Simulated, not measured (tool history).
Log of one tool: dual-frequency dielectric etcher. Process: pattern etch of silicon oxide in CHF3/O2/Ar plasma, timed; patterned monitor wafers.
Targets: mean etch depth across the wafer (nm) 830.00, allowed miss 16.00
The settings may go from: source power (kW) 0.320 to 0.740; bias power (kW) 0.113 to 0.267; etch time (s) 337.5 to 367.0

| run | day | source power (kW) | bias power (kW) | etch time (s) | mean etch depth across the wafer (nm) |
|---|---|---|---|---|---|
| 1 | 0.000 | 0.530 | 0.190 | 367.0 | 741.98 |
| 2 | 0.375 | 0.570 | 0.190 | 367.0 | 777.98 |
| 3 | 0.646 | 0.630 | 0.190 | 367.0 | 810.25 |
| 4 | 1.000 | 0.630 | 0.190 | 337.5 | 746.07 |
| 5 | 1.279 | 0.630 | 0.190 | 337.5 | 746.96 |
| 6 | 1.312 | 0.590 | 0.190 | 337.5 | 722.37 |
| 7 | 1.354 | 0.610 | 0.193 | 338.0 | 737.69 |
| 8 | 1.662 | 0.630 | 0.197 | 339.0 | 759.50 |
| 9 | 1.738 | 0.650 | 0.199 | 339.5 | 774.46 |
| 10 | 1.950 | 0.660 | 0.200 | 339.5 | 776.92 |
| 11 | 2.067 | 0.670 | 0.202 | 340.0 | 787.84 |
| 12 | 2.404 | 0.680 | 0.203 | 340.0 | 789.03 |
| 13 | 2.650 | 0.690 | 0.205 | 340.5 | 802.44 |

Which of these 5 next moves meets every target?
| A | 2.896 | 0.640 | 0.221 | 337.5 | ? |
| B | 2.896 | 0.700 | 0.193 | 337.5 | ? |
| C | 2.896 | 0.640 | 0.192 | 344.0 | ? |
| D | 2.896 | 0.720 | 0.216 | 337.5 | ? |
| E | 2.896 | 0.630 | 0.214 | 347.5 | ? |

| move | mean etch depth across the wafer (nm) |
|---|---|
| A | 795.16 |
| B | 794.32 |
| C | 774.16 |
| D | 834.74 |
| E | 803.91 |
A: further off than the last run
B: further off than the last run
C: further off than the last run
D: meets every target
E: nearer than the last run, and not there yet
Move D is the one to make.

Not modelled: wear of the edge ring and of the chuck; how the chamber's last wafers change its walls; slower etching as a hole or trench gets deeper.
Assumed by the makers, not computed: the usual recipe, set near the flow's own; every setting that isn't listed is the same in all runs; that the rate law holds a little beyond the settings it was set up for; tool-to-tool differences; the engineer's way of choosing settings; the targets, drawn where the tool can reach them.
